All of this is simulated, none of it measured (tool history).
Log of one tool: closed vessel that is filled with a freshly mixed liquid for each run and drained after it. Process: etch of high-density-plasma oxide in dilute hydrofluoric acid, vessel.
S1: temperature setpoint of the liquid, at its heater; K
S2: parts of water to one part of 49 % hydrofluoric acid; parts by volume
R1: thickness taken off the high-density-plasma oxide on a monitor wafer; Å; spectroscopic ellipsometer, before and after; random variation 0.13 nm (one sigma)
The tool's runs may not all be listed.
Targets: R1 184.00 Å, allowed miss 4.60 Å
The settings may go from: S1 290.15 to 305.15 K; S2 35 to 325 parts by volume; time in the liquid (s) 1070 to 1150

run 1 hour=0.0 | S1=297.15 S2=180 time_in_the_liquid_(s)=1070 | R1=327.52
run 2 hour=4.7 | S1=297.15 S2=180 time_in_the_liquid_(s)=1070 | R1=324.00
run 3 hour=9.1 | S1=295.65 S2=190 time_in_the_liquid_(s)=1070 | R1=285.43
run 4 hour=17.1 | S1=295.65 S2=190 time_in_the_liquid_(s)=1070 | R1=284.42
run 5 hour=21.3 | S1=295.65 S2=190 time_in_the_liquid_(s)=1150 | R1=313.22
run 6 hour=23.6 | S1=294.65 S2=200 time_in_the_liquid_(s)=1150 | R1=282.42
run 7 hour=30.9 | S1=293.65 S2=205 time_in_the_liquid_(s)=1150 | R1=259.41
run 8 hour=34.7 | S1=293.15 S2=210 time_in_the_liquid_(s)=1150 | R1=246.54
run 9 hour=37.3 | S1=292.65 S2=215 time_in_the_liquid_(s)=1150 | R1=236.91
run 10 hour=39.8 | S1=292.15 S2=220 time_in_the_liquid_(s)=1150 | R1=227.43
run 11 hour=45.4 | S1=291.65 S2=225 time_in_the_liquid_(s)=1150 | R1=216.20

5 next moves are on the table. One of them brings every result within its allowed miss. Which?
run A hour=51.0 | S1=292.15 S2=205 time_in_the_liquid_(s)=1085 | R1=?
run B hour=51.0 | S1=291.65 S2=195 time_in_the_liquid_(s)=1080 | R1=?
run C hour=51.0 | S1=290.65 S2=220 time_in_the_liquid_(s)=1120 | R1=?
run D hour=51.0 | S1=291.65 S2=250 time_in_the_liquid_(s)=1105 | R1=?
run E hour=51.0 | S1=290.15 S2=260 time_in_the_liquid_(s)=1140 | R1=?

move=A R1=233.42
move=B R1=241.82
move=C R1=208.81
move=D R1=183.40
move=E R1=170.23
A: further off than the last run
B: further off than the last run
C: nearer than the last run, and not there yet
D: meets every target
E: takes the result that was furthest off past its target
The right move is D.

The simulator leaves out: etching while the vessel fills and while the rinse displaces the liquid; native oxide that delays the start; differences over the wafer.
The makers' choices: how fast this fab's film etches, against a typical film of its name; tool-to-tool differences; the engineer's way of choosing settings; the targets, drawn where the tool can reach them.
